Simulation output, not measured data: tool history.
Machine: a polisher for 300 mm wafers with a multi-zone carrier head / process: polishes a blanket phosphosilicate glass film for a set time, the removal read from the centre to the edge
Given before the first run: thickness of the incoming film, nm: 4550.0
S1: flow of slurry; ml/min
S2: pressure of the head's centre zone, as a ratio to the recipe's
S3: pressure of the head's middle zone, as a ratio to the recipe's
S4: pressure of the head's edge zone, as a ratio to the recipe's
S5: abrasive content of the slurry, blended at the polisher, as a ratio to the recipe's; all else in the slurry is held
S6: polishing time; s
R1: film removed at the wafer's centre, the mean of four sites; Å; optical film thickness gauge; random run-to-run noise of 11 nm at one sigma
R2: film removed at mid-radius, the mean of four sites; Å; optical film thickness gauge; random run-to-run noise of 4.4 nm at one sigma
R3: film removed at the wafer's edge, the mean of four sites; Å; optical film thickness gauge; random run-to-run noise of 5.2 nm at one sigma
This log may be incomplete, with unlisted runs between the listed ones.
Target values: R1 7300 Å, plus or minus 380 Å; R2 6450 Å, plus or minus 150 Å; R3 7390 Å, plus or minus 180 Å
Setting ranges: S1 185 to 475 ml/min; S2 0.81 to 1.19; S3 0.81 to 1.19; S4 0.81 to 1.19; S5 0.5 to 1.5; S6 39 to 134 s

{"run": 1, "hour": 0.0, "S1": 305, "S2": 1, "S3": 1, "S4": 1, "S5": 1, "S6": 86, "R1": 13543, "R2": 13280, "R3": 12909}
{"run": 2, "hour": 8.0, "S1": 290, "S2": 0.98, "S3": 0.95, "S4": 0.99, "S5": 0.85, "S6": 79, "R1": 10981, "R2": 10388, "R3": 10685}
{"run": 3, "hour": 16.3, "S1": 290, "S2": 0.98, "S3": 0.95, "S4": 0.99, "S5": 0.85, "S6": 67, "R1": 9356.7, "R2": 8946.3, "R3": 9210.4}
{"run": 4, "hour": 21.7, "S1": 275, "S2": 0.96, "S3": 0.91, "S4": 0.97, "S5": 0.8, "S6": 67, "R1": 8840.6, "R2": 8123.2, "R3": 8513.7}
{"run": 5, "hour": 24.7, "S1": 275, "S2": 0.96, "S3": 0.91, "S4": 0.97, "S5": 0.8, "S6": 57, "R1": 7310.8, "R2": 6937.1, "R3": 7283}
{"run": 6, "hour": 32.9, "S1": 265, "S2": 0.96, "S3": 0.9, "S4": 0.99, "S5": 0.8, "S6": 57, "R1": 7304.3, "R2": 6856.5, "R3": 7317.8}
{"run": 7, "hour": 35.9, "S1": 260, "S2": 0.97, "S3": 0.89, "S4": 1.01, "S5": 0.8, "S6": 57, "R1": 7494.7, "R2": 6850.7, "R3": 7430.9}
{"run": 8, "hour": 42.3, "S1": 240, "S2": 0.95, "S3": 0.82, "S4": 1.01, "S5": 0.8, "S6": 57, "R1": 7277.6, "R2": 6219.2, "R3": 7343.3}

4 candidate next runs follow, results not yet known. Just one meets every target within its allowed miss. Identify it.
{"run": "A", "hour": 48.7, "S1": 215, "S2": 1.03, "S3": 0.86, "S4": 1.1, "S5": 0.7, "S6": 60, "R1": "?", "R2": "?", "R3": "?"}
{"run": "B", "hour": 48.7, "S1": 235, "S2": 1, "S3": 0.83, "S4": 1.1, "S5": 1, "S6": 48, "R1": "?", "R2": "?", "R3": "?"}
{"run": "C", "hour": 48.7, "S1": 225, "S2": 0.89, "S3": 0.82, "S4": 1.06, "S5": 0.7, "S6": 62, "R1": "?", "R2": "?", "R3": "?"}
{"run": "D", "hour": 48.7, "S1": 185, "S2": 0.98, "S3": 0.85, "S4": 1.01, "S5": 0.85, "S6": 57, "R1": "?", "R2": "?", "R3": "?"}

move=A R1=7206.2 R2=6108.4 R3=7071.3
move=B R1=7259.2 R2=6152.1 R3=7309.5
move=C R1=6471.6 R2=6116.6 R3=7211
move=D R1=7327.5 R2=6490.6 R3=7315.4
A: its largest miss is bigger than the last run's
B: its largest miss is bigger than the last run's
C: its largest miss is bigger than the last run's
D: each result inside its tolerance
The move that meets every target is D.
